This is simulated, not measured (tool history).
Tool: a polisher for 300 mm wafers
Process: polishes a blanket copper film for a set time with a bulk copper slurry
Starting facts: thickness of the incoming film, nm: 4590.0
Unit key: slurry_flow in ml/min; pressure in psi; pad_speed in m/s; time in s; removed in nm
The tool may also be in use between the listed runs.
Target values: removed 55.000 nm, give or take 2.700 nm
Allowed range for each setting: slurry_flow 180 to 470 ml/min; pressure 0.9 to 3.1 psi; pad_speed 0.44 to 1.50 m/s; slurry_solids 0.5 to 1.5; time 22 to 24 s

| run | day | slurry_flow | pressure | pad_speed | slurry_solids | time | removed |
|---|---|---|---|---|---|---|---|
| 1 | 0.000 | 300 | 2.0 | 0.96 | 1.0 | 24 | 144.090 |
| 2 | 0.142 | 300 | 2.0 | 0.96 | 1.1 | 24 | 142.930 |
| 3 | 0.383 | 300 | 2.0 | 0.96 | 1.1 | 24 | 144.870 |
| 4 | 0.458 | 300 | 1.7 | 0.86 | 1.1 | 24 | 111.350 |
| 5 | 0.750 | 300 | 1.5 | 0.80 | 1.1 | 24 | 91.640 |
| 6 | 0.971 | 300 | 1.5 | 0.56 | 1.1 | 24 | 67.725 |
| 7 | 1.325 | 300 | 1.4 | 0.56 | 1.1 | 24 | 64.382 |
| 8 | 1.417 | 300 | 1.1 | 0.54 | 1.1 | 24 | 49.652 |

Exercise: of the 5 proposed moves below, exactly one satisfies all targets within the stated allowed misses. Which move is it?
| A | 1.508 | 240 | 1.1 | 0.52 | 1.2 | 24 | ? |
| B | 1.508 | 240 | 1.1 | 0.58 | 1.2 | 23 | ? |
| C | 1.508 | 470 | 1.3 | 0.44 | 1.2 | 23 | ? |
| D | 1.508 | 295 | 1.5 | 0.48 | 1.1 | 22 | ? |
| E | 1.508 | 305 | 1.0 | 0.60 | 1.2 | 24 | ? |

| move | removed |
|---|---|
| A | 47.413 |
| B | 49.765 |
| C | 48.214 |
| D | 54.275 |
| E | 49.507 |
A: lands further from the targets than the last run did
B: neither nearer nor further off than the last run
C: lands further from the targets than the last run did
D: every result lands within tolerance
E: neither nearer nor further off than the last run
D meets every target.

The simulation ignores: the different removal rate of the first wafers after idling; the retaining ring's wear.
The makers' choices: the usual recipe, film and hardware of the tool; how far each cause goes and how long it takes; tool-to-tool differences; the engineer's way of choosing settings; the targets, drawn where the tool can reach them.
